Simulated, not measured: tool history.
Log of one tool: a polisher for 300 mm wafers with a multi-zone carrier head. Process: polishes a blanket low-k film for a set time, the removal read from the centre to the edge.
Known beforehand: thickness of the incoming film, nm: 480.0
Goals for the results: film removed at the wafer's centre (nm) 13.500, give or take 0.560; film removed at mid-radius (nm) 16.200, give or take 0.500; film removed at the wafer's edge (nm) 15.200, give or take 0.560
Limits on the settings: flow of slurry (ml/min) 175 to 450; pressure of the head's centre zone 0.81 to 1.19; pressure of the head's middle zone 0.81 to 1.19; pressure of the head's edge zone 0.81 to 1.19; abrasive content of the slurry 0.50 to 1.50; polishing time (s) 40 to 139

run  hour  flow of slurry (ml/min)  pressure of the head's centre zone  pressure of the head's middle zone  pressure of the head's edge zone  abrasive content of the slurry  polishing time (s)  film removed at the wafer's centre (nm)  film removed at mid-radius (nm)  film removed at the wafer's edge (nm)
  1   0.0                      290                                1.00                                1.00                              1.00                            1.00                  89                                   20.280                           20.635                                 20.646
  2   7.4                      290                                1.07                                1.00                              1.00                            1.00                  89                                   22.121                           20.610                                 21.001
  3  15.1                      285                                1.00                                0.99                              0.96                            0.90                  89                                   19.724                           19.312                                 19.783
  4  18.1                      285                                1.00                                0.99                              0.96                            0.90                 110                                   24.419                           24.127                                 23.991
  5  18.8                      285                                0.95                                1.01                              0.93                            0.80                 103                                   20.352                           21.609                                 21.236
  6  20.7                      350                                0.95                                1.01                              0.93                            0.80                 103                                   20.989                           22.018                                 21.362
  7  27.0                      350                                0.92                                1.02                              0.91                            0.70                  98                                   18.326                           20.289                                 19.285
  8  35.6                      350                                0.90                                1.02                              0.89                            0.65                  94                                   16.661                           18.506                                 17.480
  9  38.9                      340                                0.87                                1.02                              0.87                            0.60                  94                                   15.494                           17.595                                 16.555
 10  43.5                      340                                0.87                                1.02                              0.87                            0.60                  94                                   15.322                           17.731                                 16.729
 11  50.1                      325                                0.86                                1.02                              0.85                            0.60                  94                                   14.759                           18.017                                 16.134
 12  56.3                      270                                0.83                                0.92                              0.84                            0.55                  94                                   13.143                           15.332                                 15.439
 13  59.0                      275                                0.83                                0.94                              0.83                            0.55                  94                                   13.323                           15.610                                 15.205

Pick the move, out of 5, that brings all results within their allowed miss; only one does.
  A  61.7                      255                                0.82                                0.97                              0.82                            0.65                  88                                        ?                                ?                                      ?
  B  61.7                      250                                0.86                                0.90                              0.81                            0.50                  99                                        ?                                ?                                      ?
  C  61.7                      270                                0.81                                1.06                              0.81                            0.60                  91                                        ?                                ?                                      ?
  D  61.7                      250                                0.85                                0.95                              0.93                            0.60                  89                                        ?                                ?                                      ?
  E  61.7                      250                                0.82                                0.92                              0.84                            0.60                  90                                        ?                                ?                                      ?

move  film removed at the wafer's centre (nm)  film removed at mid-radius (nm)  film removed at the wafer's edge (nm)
   A                                   13.540                           16.129                                 15.248
   B                                   13.911                           14.856                                 14.905
   C                                   13.403                           17.398                                 15.138
   D                                   13.592                           15.355                                 15.578
   E                                   13.261                           15.121                                 15.108
A: all results in spec
B: misses by more than the last run did
C: carries the result that was furthest off beyond its target, to the other side
D: misses by more than the last run did
E: misses by more than the last run did
Go with A: it meets all targets.
